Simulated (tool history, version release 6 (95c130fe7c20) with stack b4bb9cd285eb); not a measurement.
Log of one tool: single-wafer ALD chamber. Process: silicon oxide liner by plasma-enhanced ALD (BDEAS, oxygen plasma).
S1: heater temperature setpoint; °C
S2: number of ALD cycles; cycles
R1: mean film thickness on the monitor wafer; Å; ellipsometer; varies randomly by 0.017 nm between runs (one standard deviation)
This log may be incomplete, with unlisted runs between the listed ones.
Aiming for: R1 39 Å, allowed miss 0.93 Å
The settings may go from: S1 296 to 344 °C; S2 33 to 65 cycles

run	hour	S1	S2	R1
1	0	320	49	47.414
2	4.4	321	46	44.678
3	10.4	321	44	42.88
4	11.5	321	43	41.819
5	15.4	321	42	40.846
6	20.9	321	49	47.632
7	26.3	321	46	44.898
# hour 28.8: thermocouple changed; heater temperature recalibrated
8	28.8	323	38	37.033

Exercise: of the 4 proposed moves below, exactly one satisfies all targets within the stated allowed misses. Which move is it?
A	31.3	319	40	?
B	31.3	338	39	?
C	31.3	321	36	?
D	31.3	326	42	?

move	R1
A	39.144
B	37.186
C	35.134
D	40.713
A: all results in spec
B: moves toward the targets from the last run without getting all of them in spec
C: misses by more than the last run did
D: the result that was furthest off in the last run now lies on the other side of its target
A meets every target.

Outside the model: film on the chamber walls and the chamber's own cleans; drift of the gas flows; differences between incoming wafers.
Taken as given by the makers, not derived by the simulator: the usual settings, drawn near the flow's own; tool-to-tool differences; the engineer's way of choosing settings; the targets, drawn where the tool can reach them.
